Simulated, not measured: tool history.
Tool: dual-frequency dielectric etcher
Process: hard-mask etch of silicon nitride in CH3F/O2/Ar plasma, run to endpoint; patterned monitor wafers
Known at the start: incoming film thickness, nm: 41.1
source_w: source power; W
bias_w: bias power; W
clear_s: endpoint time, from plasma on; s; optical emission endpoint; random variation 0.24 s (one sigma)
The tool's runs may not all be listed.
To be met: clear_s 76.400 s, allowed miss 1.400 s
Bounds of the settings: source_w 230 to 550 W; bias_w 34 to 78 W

{"run": 1, "hour": 0.0, "source_w": 390, "bias_w": 56, "clear_s": 66.967}
{"run": 2, "hour": 5.1, "source_w": 340, "bias_w": 56, "clear_s": 72.108}
{"run": 3, "hour": 13.3, "source_w": 380, "bias_w": 56, "clear_s": 67.974}
{"run": 4, "hour": 17.2, "source_w": 430, "bias_w": 56, "clear_s": 64.216}
{"run": 5, "hour": 23.8, "source_w": 490, "bias_w": 56, "clear_s": 60.688}
{"hour": 26.8, "done": "bias power generator calibrated"}
{"run": 6, "hour": 26.8, "source_w": 450, "bias_w": 55, "clear_s": 62.831}
{"run": 7, "hour": 27.7, "source_w": 410, "bias_w": 54, "clear_s": 65.663}
{"run": 8, "hour": 34.5, "source_w": 380, "bias_w": 53, "clear_s": 68.986}
{"run": 9, "hour": 35.9, "source_w": 360, "bias_w": 53, "clear_s": 70.533}
{"run": 10, "hour": 43.2, "source_w": 350, "bias_w": 53, "clear_s": 71.52}
{"run": 11, "hour": 45.2, "source_w": 340, "bias_w": 53, "clear_s": 72.163}
{"run": 12, "hour": 50.9, "source_w": 330, "bias_w": 53, "clear_s": 73.767}
{"run": 13, "hour": 52.0, "source_w": 320, "bias_w": 53, "clear_s": 74.51}

5 next moves are on the table. One of them brings every result within its allowed miss. Which?
{"run": "A", "hour": 53.1, "source_w": 340, "bias_w": 53, "clear_s": "?"}
{"run": "B", "hour": 53.1, "source_w": 340, "bias_w": 49, "clear_s": "?"}
{"run": "C", "hour": 53.1, "source_w": 360, "bias_w": 48, "clear_s": "?"}
{"run": "D", "hour": 53.1, "source_w": 280, "bias_w": 57, "clear_s": "?"}
{"run": "E", "hour": 53.1, "source_w": 310, "bias_w": 56, "clear_s": "?"}

move=A clear_s=72.250
move=B clear_s=74.315
move=C clear_s=72.909
move=D clear_s=77.026
move=E clear_s=73.909
A: further off than the last run
B: further off than the last run
C: further off than the last run
D: meets every target
E: further off than the last run
Answer: D

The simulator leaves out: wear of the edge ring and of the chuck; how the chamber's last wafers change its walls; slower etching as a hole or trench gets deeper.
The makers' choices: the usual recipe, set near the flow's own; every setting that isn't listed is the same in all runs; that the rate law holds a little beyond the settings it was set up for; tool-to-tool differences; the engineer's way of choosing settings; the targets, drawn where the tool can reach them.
